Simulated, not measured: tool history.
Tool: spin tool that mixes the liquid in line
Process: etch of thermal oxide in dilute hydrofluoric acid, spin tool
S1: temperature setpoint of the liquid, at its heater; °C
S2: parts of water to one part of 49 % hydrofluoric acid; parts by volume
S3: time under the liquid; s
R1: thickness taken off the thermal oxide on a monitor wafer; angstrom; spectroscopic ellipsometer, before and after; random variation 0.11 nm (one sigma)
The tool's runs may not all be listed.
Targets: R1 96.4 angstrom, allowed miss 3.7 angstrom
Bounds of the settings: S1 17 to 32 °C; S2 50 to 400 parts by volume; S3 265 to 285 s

run,day,S1,S2,S3,R1
1,0,24,225,265,48.345
2,0.075,26.5,225,265,52.202
3,0.346,24,225,265,48.819
4,0.512,24,255,265,40.949
5,0.667,25.5,230,265,49.115
6,0.788,25.5,230,285,53.213
7,1.046,26.5,210,285,61.704
8,1.2,27.5,195,285,70.883
9,1.471,28.5,185,285,77.037
10,1.796,29,180,285,81.448
11,1.888,32,165,285,100.49

Which of these 4 next moves meets every target?
A,1.979,31.5,145,265,?
B,1.979,29.5,160,285,?
C,1.979,31.5,175,265,?
D,1.979,30,150,285,?

move,R1
A,107.45
B,95.596
C,85.53
D,105.17
A: further off than the last run
B: meets every target
C: takes the result that was furthest off past its target
D: further off than the last run
Move B is the one to make.

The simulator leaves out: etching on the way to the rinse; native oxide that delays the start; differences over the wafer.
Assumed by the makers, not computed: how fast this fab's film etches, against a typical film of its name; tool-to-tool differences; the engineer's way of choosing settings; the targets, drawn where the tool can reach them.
